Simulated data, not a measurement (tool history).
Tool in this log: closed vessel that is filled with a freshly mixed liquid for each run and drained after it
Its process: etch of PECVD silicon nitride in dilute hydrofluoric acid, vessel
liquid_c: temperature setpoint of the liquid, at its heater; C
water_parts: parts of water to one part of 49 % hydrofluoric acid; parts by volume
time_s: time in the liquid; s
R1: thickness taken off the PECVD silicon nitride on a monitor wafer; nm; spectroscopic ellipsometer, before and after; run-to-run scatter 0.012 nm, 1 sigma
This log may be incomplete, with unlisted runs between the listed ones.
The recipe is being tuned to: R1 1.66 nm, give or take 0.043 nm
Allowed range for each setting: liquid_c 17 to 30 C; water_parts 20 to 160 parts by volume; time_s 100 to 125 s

run 1 hour=0 | liquid_c=22 water_parts=90 time_s=125 | R1=2.0413
run 2 hour=7.5 | liquid_c=21.5 water_parts=90 time_s=125 | R1=1.9617
run 3 hour=8 | liquid_c=21 water_parts=90 time_s=125 | R1=1.9073
run 4 hour=15.3 | liquid_c=20.5 water_parts=90 time_s=125 | R1=1.814
run 5 hour=20.9 | liquid_c=20 water_parts=90 time_s=125 | R1=1.7782
run 6 hour=23.9 | liquid_c=20 water_parts=60 time_s=125 | R1=2.6284
run 7 hour=26.5 | liquid_c=19.5 water_parts=65 time_s=125 | R1=2.3414
run 8 hour=34 | liquid_c=19 water_parts=65 time_s=125 | R1=2.2472
run 9 hour=37.4 | liquid_c=18 water_parts=70 time_s=125 | R1=1.9347
run 10 hour=45.9 | liquid_c=17.5 water_parts=75 time_s=125 | R1=1.7894
run 11 hour=49.8 | liquid_c=17 water_parts=75 time_s=125 | R1=1.7061
run 12 hour=56.5 | liquid_c=17 water_parts=75 time_s=115 | R1=1.559

5 next moves are on the table. One of them brings every result within its allowed miss. Which?
run A hour=63.2 | liquid_c=17 water_parts=85 time_s=115 | R1=?
run B hour=63.2 | liquid_c=17 water_parts=65 time_s=105 | R1=?
run C hour=63.2 | liquid_c=18 water_parts=85 time_s=120 | R1=?
run D hour=63.2 | liquid_c=19 water_parts=85 time_s=110 | R1=?
run E hour=63.2 | liquid_c=17 water_parts=80 time_s=120 | R1=?

move=A R1=1.3992
move=B R1=1.6553
move=C R1=1.5674
move=D R1=1.5416
move=E R1=1.548
A: lands further from the targets than the last run did
B: all results land within tolerance of their targets
C: nearer the targets than the last run, but a result is still out of spec
D: lands further from the targets than the last run did
E: lands further from the targets than the last run did
Move B is the one to make.
